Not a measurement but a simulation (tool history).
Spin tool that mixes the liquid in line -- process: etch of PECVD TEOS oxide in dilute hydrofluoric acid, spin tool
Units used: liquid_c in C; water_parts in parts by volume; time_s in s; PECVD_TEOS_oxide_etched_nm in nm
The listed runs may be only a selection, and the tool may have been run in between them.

run  hour  liquid_c  water_parts  time_s  PECVD_TEOS_oxide_etched_nm
  1     0        25           80     280                      72.564
  2     8        22           80     280                      64.547
  3  14.5        24           80     280                      69.949
  4  17.8      25.5           80     280                      74.472
  5    26      26.5           80     280                      77.141
  6  32.1      26.5           80     280                      77.997
  7    40      27.5           80     280                      80.533
  8  48.9      28.5           80     280                      82.958
  9  57.2        29           80     280                      84.566

For run 10, what comes out?
 10  58.1      29.5           80     280                           ?

PECVD_TEOS_oxide_etched_nm: 87.447 nm

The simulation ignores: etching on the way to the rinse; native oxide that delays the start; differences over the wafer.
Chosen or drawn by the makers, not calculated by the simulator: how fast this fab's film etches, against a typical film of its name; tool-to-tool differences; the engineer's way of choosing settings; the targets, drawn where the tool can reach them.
